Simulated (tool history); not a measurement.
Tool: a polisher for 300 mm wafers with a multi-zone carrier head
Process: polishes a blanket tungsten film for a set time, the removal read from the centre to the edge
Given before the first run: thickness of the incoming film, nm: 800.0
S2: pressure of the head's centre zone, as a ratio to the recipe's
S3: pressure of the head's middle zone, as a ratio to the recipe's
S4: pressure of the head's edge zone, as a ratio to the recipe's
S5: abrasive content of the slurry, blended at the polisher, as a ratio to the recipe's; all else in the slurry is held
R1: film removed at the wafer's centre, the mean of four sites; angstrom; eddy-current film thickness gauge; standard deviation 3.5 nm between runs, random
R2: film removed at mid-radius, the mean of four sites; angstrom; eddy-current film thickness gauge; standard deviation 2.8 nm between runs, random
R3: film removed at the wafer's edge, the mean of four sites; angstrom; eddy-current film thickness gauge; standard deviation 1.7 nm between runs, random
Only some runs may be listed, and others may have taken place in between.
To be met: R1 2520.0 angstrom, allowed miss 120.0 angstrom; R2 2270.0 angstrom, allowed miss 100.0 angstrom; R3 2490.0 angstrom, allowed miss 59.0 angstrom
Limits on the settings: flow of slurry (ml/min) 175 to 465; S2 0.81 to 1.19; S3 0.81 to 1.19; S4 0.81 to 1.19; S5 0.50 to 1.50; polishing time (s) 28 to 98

Run 1, hour 0.0: flow of slurry (ml/min) 295, S2 1.00, S3 1.00, S4 1.00, S5 1.00, polishing time (s) 63. Result: R1 3375.5 angstrom, R2 3301.6 angstrom, R3 3305.5 angstrom.
Run 2, hour 1.1: flow of slurry (ml/min) 295, S2 1.00, S3 1.00, S4 1.00, S5 1.00, polishing time (s) 69. Result: R1 3666.0 angstrom, R2 3589.0 angstrom, R3 3609.6 angstrom.
Run 3, hour 2.7: flow of slurry (ml/min) 295, S2 1.00, S3 1.00, S4 1.00, S5 1.00, polishing time (s) 80. Result: R1 4235.1 angstrom, R2 4241.7 angstrom, R3 4218.9 angstrom.
Run 4, hour 3.5: flow of slurry (ml/min) 285, S2 0.98, S3 0.95, S4 0.96, S5 0.85, polishing time (s) 72. Result: R1 3592.2 angstrom, R2 3412.0 angstrom, R3 3576.1 angstrom.
Run 5, hour 6.6: flow of slurry (ml/min) 280, S2 0.97, S3 0.93, S4 0.93, S5 0.75, polishing time (s) 67. Result: R1 3271.6 angstrom, R2 3060.9 angstrom, R3 3162.8 angstrom.
Run 6, hour 15.1: flow of slurry (ml/min) 225, S2 0.97, S3 0.93, S4 0.93, S5 0.75, polishing time (s) 67. Result: R1 3101.2 angstrom, R2 3015.2 angstrom, R3 3077.0 angstrom.
Run 7, hour 19.4: flow of slurry (ml/min) 225, S2 0.96, S3 0.90, S4 0.91, S5 0.65, polishing time (s) 64. Result: R1 2835.5 angstrom, R2 2607.9 angstrom, R3 2801.3 angstrom.
Run 8, hour 20.6: flow of slurry (ml/min) 215, S2 0.95, S3 0.88, S4 0.89, S5 0.60, polishing time (s) 63. Result: R1 2648.5 angstrom, R2 2514.6 angstrom, R3 2651.5 angstrom.
Run 9, hour 24.3: flow of slurry (ml/min) 210, S2 0.95, S3 0.86, S4 0.88, S5 0.55, polishing time (s) 63. Result: R1 2563.9 angstrom, R2 2354.6 angstrom, R3 2613.0 angstrom.
Run 10, hour 31.3: flow of slurry (ml/min) 210, S2 0.95, S3 0.86, S4 0.88, S5 0.55, polishing time (s) 63. Result: R1 2639.5 angstrom, R2 2380.1 angstrom, R3 2600.6 angstrom.
At hour 34.5: centre zone pressure recalibrated.
Run 11, hour 34.5: flow of slurry (ml/min) 205, S2 0.94, S3 0.85, S4 0.87, S5 0.55, polishing time (s) 63. Result: R1 2454.4 angstrom, R2 2402.9 angstrom, R3 2603.1 angstrom.
Run 12, hour 37.2: flow of slurry (ml/min) 200, S2 0.95, S3 0.84, S4 0.86, S5 0.55, polishing time (s) 63. Result: R1 2505.9 angstrom, R2 2327.5 angstrom, R3 2536.0 angstrom.

Pick the move, out of 4, that brings all results within their allowed miss; only one does.
Run A, hour 39.9: flow of slurry (ml/min) 230, S2 0.97, S3 0.83, S4 0.83, S5 0.60, polishing time (s) 60. Result: R1 ?, R2 ?, R3 ?.
Run B, hour 39.9: flow of slurry (ml/min) 200, S2 0.92, S3 0.84, S4 0.89, S5 0.60, polishing time (s) 62. Result: R1 ?, R2 ?, R3 ?.
Run C, hour 39.9: flow of slurry (ml/min) 190, S2 0.94, S3 0.93, S4 0.81, S5 0.55, polishing time (s) 62. Result: R1 ?, R2 ?, R3 ?.
Run D, hour 39.9: flow of slurry (ml/min) 175, S2 0.88, S3 0.86, S4 0.89, S5 0.65, polishing time (s) 64. Result: R1 ?, R2 ?, R3 ?.

move      R1      R2      R3
   A  2499.4  2298.8  2497.1
   B  2388.2  2346.0  2618.1
   C  2364.0  2473.1  2435.8
   D  2338.1  2456.6  2706.2
A: hits every target within its allowed miss
B: lands further from the targets than the last run did
C: puts the biggest miss on target and leaves a different result outside tolerance
D: lands further from the targets than the last run did
A meets every target.
